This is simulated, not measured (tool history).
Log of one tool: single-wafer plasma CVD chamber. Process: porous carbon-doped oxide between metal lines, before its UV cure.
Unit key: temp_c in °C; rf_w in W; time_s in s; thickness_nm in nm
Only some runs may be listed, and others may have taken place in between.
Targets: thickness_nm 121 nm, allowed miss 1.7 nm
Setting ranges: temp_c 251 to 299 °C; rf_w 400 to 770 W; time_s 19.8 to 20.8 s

{"run": 1, "hour": 0.0, "temp_c": 275, "rf_w": 585, "time_s": 20.8, "thickness_nm": 139.48}
{"run": 2, "hour": 2.0, "temp_c": 270, "rf_w": 585, "time_s": 20.8, "thickness_nm": 143.34}
{"run": 3, "hour": 6.5, "temp_c": 270, "rf_w": 585, "time_s": 19.8, "thickness_nm": 136.33}
{"run": 4, "hour": 13.0, "temp_c": 278, "rf_w": 585, "time_s": 19.8, "thickness_nm": 130.4}
{"run": 5, "hour": 16.0, "temp_c": 280, "rf_w": 585, "time_s": 19.8, "thickness_nm": 128.69}
{"run": 6, "hour": 21.0, "temp_c": 280, "rf_w": 630, "time_s": 19.8, "thickness_nm": 135.96}
{"run": 7, "hour": 23.4, "temp_c": 282, "rf_w": 630, "time_s": 19.8, "thickness_nm": 133.55}
{"run": 8, "hour": 30.5, "temp_c": 284, "rf_w": 630, "time_s": 19.8, "thickness_nm": 131.77}
{"run": 9, "hour": 38.4, "temp_c": 286, "rf_w": 630, "time_s": 19.8, "thickness_nm": 130.87}
{"run": 10, "hour": 41.2, "temp_c": 288, "rf_w": 630, "time_s": 19.8, "thickness_nm": 129.16}
{"run": 11, "hour": 49.0, "temp_c": 289, "rf_w": 630, "time_s": 19.8, "thickness_nm": 129.23}

Below are 5 possible settings for the next run. Only one of them brings all results inside the allowed miss of their targets. Which is it?
{"run": "A", "hour": 56.8, "temp_c": 293, "rf_w": 550, "time_s": 19.8, "thickness_nm": "?"}
{"run": "B", "hour": 56.8, "temp_c": 289, "rf_w": 690, "time_s": 20.8, "thickness_nm": "?"}
{"run": "C", "hour": 56.8, "temp_c": 283, "rf_w": 630, "time_s": 20.4, "thickness_nm": "?"}
{"run": "D", "hour": 56.8, "temp_c": 284, "rf_w": 635, "time_s": 20.3, "thickness_nm": "?"}
{"run": "E", "hour": 56.8, "temp_c": 291, "rf_w": 560, "time_s": 20.4, "thickness_nm": "?"}

move=A thickness_nm=114.77
move=B thickness_nm=142.09
move=C thickness_nm=136.02
move=D thickness_nm=135.32
move=E thickness_nm=120.77
A: moves the result that the last run missed by most past its target, out the other side
B: further off than the last run
C: further off than the last run
D: further off than the last run
E: meets every target
Answer: E
